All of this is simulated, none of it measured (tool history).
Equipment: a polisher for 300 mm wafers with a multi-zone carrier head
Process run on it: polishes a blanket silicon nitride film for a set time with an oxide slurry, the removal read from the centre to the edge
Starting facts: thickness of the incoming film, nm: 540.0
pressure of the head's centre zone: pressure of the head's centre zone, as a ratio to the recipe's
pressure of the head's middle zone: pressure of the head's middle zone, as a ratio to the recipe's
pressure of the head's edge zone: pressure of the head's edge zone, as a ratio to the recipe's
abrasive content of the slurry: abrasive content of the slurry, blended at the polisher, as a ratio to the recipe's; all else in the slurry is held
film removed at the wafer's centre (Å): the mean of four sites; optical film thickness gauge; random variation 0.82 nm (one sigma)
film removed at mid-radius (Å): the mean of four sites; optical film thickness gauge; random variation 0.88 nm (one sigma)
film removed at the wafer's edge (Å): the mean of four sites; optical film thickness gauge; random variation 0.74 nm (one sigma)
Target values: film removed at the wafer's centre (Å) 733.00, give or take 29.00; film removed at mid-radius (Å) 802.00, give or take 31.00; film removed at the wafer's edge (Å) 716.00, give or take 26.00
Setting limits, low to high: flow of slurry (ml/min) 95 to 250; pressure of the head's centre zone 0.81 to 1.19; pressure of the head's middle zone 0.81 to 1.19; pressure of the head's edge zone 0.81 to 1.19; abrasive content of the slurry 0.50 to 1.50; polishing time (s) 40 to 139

run  hour  flow of slurry (ml/min)  pressure of the head's centre zone  pressure of the head's middle zone  pressure of the head's edge zone  abrasive content of the slurry  polishing time (s)  film removed at the wafer's centre (Å)  film removed at mid-radius (Å)  film removed at the wafer's edge (Å)
  1   0.0                      160                                1.00                                1.00                              1.00                            1.00                  89                                  580.40                          612.60                                589.71
  2   3.0                      160                                1.00                                1.00                              1.00                            1.00                 106                                  700.07                          730.95                                681.28
  3   5.9                      165                                1.00                                1.01                              1.00                            1.00                 106                                  706.29                          730.14                                687.34
  4   8.9                      165                                1.00                                1.02                              1.00                            1.00                 106                                  709.19                          751.08                                694.52
  5  13.8                      165                                1.00                                1.02                              1.00                            0.90                 106                                  653.06                          689.90                                646.46
  6  17.2                      170                                1.00                                1.03                              1.01                            0.90                 106                                  661.04                          690.79                                653.15
  7  19.4                      170                                1.00                                1.04                              1.01                            0.90                 106                                  653.32                          706.92                                650.59
  8  27.3                      175                                1.00                                1.05                              1.02                            0.90                 106                                  657.11                          720.34                                645.80
  9  32.9                      180                                1.00                                1.04                              1.04                            1.00                 106                                  704.78                          764.13                                715.23

Which of these 4 next moves meets every target?
  A  38.5                      145                                1.02                                1.19                              0.99                            0.90                 112                                       ?                               ?                                     ?
  B  38.5                      125                                1.04                                1.10                              1.01                            0.85                 129                                       ?                               ?                                     ?
  C  38.5                      195                                0.97                                0.94                              1.07                            0.95                 110                                       ?                               ?                                     ?
  D  38.5                      135                                0.96                                1.11                              1.13                            1.10                 103                                       ?                               ?                                     ?

move  film removed at the wafer's centre (Å)  film removed at mid-radius (Å)  film removed at the wafer's edge (Å)
   A                                  681.76                          788.54                                656.26
   B                                  734.45                          783.55                                712.37
   C                                  704.96                          695.68                                727.04
   D                                  668.39                          772.44                                732.85
A: corrects the largest miss of the last run, while another result sits out of spec
B: all results in spec
C: its largest miss is bigger than the last run's
D: corrects the largest miss of the last run, while another result sits out of spec
The right move is B.
